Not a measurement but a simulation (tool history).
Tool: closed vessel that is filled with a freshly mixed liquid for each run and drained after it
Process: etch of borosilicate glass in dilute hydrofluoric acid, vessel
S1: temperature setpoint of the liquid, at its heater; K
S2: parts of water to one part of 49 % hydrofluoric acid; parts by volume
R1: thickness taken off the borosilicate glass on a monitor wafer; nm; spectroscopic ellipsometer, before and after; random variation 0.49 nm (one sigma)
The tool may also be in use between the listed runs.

{"run": 1, "day": 0.0, "S1": 296.15, "S2": 145, "time in the liquid (s)": 110, "R1": 22.292}
{"run": 2, "day": 0.354, "S1": 296.15, "S2": 115, "time in the liquid (s)": 110, "R1": 29.753}
{"run": 3, "day": 0.646, "S1": 296.15, "S2": 115, "time in the liquid (s)": 110, "R1": 29.495}
{"run": 4, "day": 0.808, "S1": 299.15, "S2": 115, "time in the liquid (s)": 110, "R1": 32.965}
{"run": 5, "day": 0.925, "S1": 301.65, "S2": 115, "time in the liquid (s)": 110, "R1": 36.474}
{"run": 6, "day": 1.038, "S1": 301.65, "S2": 155, "time in the liquid (s)": 110, "R1": 25.586}
{"run": 7, "day": 1.179, "S1": 302.15, "S2": 135, "time in the liquid (s)": 110, "R1": 30.632}
{"run": 8, "day": 1.292, "S1": 302.65, "S2": 120, "time in the liquid (s)": 110, "R1": 35.942}
{"run": 9, "day": 1.625, "S1": 303.15, "S2": 110, "time in the liquid (s)": 110, "R1": 40.491}
{"run": 10, "day": 1.938, "S1": 304.15, "S2": 70, "time in the liquid (s)": 110, "R1": 69.543}

The next listed run, before its measurement:
{"run": 11, "day": 2.046, "S1": 303.15, "S2": 70, "time in the liquid (s)": 110, "R1": "?"}

{"run 11": {"R1": 66.822}}

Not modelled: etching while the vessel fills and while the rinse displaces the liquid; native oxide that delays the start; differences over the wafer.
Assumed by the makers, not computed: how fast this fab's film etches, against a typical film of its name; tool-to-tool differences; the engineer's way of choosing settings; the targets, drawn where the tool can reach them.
